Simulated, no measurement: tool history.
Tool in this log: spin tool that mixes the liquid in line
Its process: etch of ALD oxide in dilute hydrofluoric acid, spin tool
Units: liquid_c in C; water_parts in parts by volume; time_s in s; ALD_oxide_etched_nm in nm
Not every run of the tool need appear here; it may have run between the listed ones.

Run 1, hour 0.0: liquid_c 25.0 C, water_parts 195 parts by volume, time_s 110 s. Result: ALD_oxide_etched_nm 16.895 nm.
Run 2, hour 6.3: liquid_c 25.0 C, water_parts 195 parts by volume, time_s 115 s. Result: ALD_oxide_etched_nm 17.491 nm.
Run 3, hour 10.7: liquid_c 22.0 C, water_parts 195 parts by volume, time_s 115 s. Result: ALD_oxide_etched_nm 15.934 nm.
Run 4, hour 18.6: liquid_c 23.5 C, water_parts 175 parts by volume, time_s 115 s. Result: ALD_oxide_etched_nm 18.779 nm.
Run 5, hour 21.8: liquid_c 25.0 C, water_parts 155 parts by volume, time_s 115 s. Result: ALD_oxide_etched_nm 22.835 nm.
Run 6, hour 23.6: liquid_c 26.0 C, water_parts 140 parts by volume, time_s 115 s. Result: ALD_oxide_etched_nm 27.093 nm.
Run 7, hour 28.9: liquid_c 27.0 C, water_parts 130 parts by volume, time_s 115 s. Result: ALD_oxide_etched_nm 30.921 nm.
Run 8, hour 29.4: liquid_c 31.0 C, water_parts 80 parts by volume, time_s 115 s. Result: ALD_oxide_etched_nm 61.560 nm.
Run 9, hour 37.2: liquid_c 30.5 C, water_parts 80 parts by volume, time_s 115 s. Result: ALD_oxide_etched_nm 61.317 nm.

Expected results for the next run?
Run 10, hour 41.5: liquid_c 30.0 C, water_parts 80 parts by volume, time_s 115 s. Result: ALD_oxide_etched_nm ?.

ALD_oxide_etched_nm: 59.588 nm
